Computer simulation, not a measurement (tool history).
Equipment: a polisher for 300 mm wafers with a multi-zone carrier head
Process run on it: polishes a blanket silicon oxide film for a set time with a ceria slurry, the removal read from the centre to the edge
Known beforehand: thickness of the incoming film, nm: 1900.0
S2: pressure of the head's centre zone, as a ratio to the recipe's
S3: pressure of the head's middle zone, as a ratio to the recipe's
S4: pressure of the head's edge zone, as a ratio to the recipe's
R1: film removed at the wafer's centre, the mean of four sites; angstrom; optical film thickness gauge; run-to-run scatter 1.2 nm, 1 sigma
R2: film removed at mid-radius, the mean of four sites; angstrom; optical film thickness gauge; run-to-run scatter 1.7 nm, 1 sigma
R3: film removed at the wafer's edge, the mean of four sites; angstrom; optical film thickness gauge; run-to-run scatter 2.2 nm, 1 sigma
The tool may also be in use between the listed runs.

run 1 hour=0 | flow_of_slurry_(ml/min)=220 S2=1 S3=1 S4=1 polishing_time_(s)=40 | R1=3171.8 R2=3351 R3=3221.3
run 2 hour=4.3 | flow_of_slurry_(ml/min)=220 S2=1 S3=0.97 S4=1 polishing_time_(s)=40 | R1=3167.1 R2=3283.2 R3=3300.3
run 3 hour=12.7 | flow_of_slurry_(ml/min)=175 S2=1 S3=0.97 S4=1 polishing_time_(s)=40 | R1=3033.1 R2=3148.9 R3=3175.4
run 4 hour=14.9 | flow_of_slurry_(ml/min)=175 S2=1 S3=0.97 S4=1 polishing_time_(s)=45 | R1=3450.6 R2=3512.8 R3=3501.4
run 5 hour=21.3 | flow_of_slurry_(ml/min)=175 S2=1 S3=0.97 S4=1 polishing_time_(s)=41 | R1=3148.7 R2=3203.6 R3=3301.7
run 6 hour=29.2 | flow_of_slurry_(ml/min)=175 S2=1 S3=0.97 S4=1 polishing_time_(s)=32 | R1=2420.1 R2=2506.1 R3=2542.3
run 7 hour=30.7 | flow_of_slurry_(ml/min)=165 S2=0.97 S3=0.97 S4=0.95 polishing_time_(s)=31 | R1=2266.9 R2=2382.7 R3=2431.4

Forecast run 8:
run 8 hour=31.9 | flow_of_slurry_(ml/min)=200 S2=0.92 S3=1.06 S4=0.85 polishing_time_(s)=25 | R1=? R2=? R3=?

Run 8 came out at R1 1790.4 angstrom, R2 2150.9 angstrom, R3 1875.2 angstrom.
